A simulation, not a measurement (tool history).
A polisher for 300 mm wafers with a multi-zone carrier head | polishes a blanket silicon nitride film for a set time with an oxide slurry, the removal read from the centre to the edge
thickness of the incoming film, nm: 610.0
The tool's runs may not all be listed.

run  hour  flow of slurry (ml/min)  pressure of the head's centre zone  pressure of the head's middle zone  pressure of the head's edge zone  abrasive content of the slurry  polishing time (s)  film removed at the wafer's centre (Å)  film removed at mid-radius (Å)  film removed at the wafer's edge (Å)
  1     0                      130                                   1                                   1                                 1                               1                  42                                  287.47                          293.89                                291.81
  2   3.8                      130                                   1                                   1                                 1                               1                  46                                  311.06                          320.05                                323.54
  3   6.6                      145                                1.03                                1.04                              1.04                            1.15                  47                                  360.57                          354.62                                360.28
  4   7.7                      145                                1.03                                0.97                              1.04                            1.15                  47                                  357.95                          344.62                                 361.9
  5  14.4                      145                                1.08                                0.97                              1.04                            1.15                  47                                  373.27                          339.51                                356.87
  6  18.7                      145                                1.05                                0.97                              1.04                            1.15                  47                                  362.21                          341.81                                363.09
  7  25.1                      155                                1.04                                1.03                              1.04                            1.25                  49                                   388.6                          398.29                                391.02
  8  25.6                      155                                1.04                                1.03                              1.04                            1.25                  49                                   396.1                          388.04                                389.01

Run 9 comes next. What will it give?
  9  28.2                      160                                1.04                                1.07                              1.07                            1.35                  50                                       ?                               ?                                     ?

{"run 9": {"film removed at the wafer's centre (Å)": 416.47, "film removed at mid-radius (Å)": 423.92, "film removed at the wafer's edge (Å)": 421.09}}

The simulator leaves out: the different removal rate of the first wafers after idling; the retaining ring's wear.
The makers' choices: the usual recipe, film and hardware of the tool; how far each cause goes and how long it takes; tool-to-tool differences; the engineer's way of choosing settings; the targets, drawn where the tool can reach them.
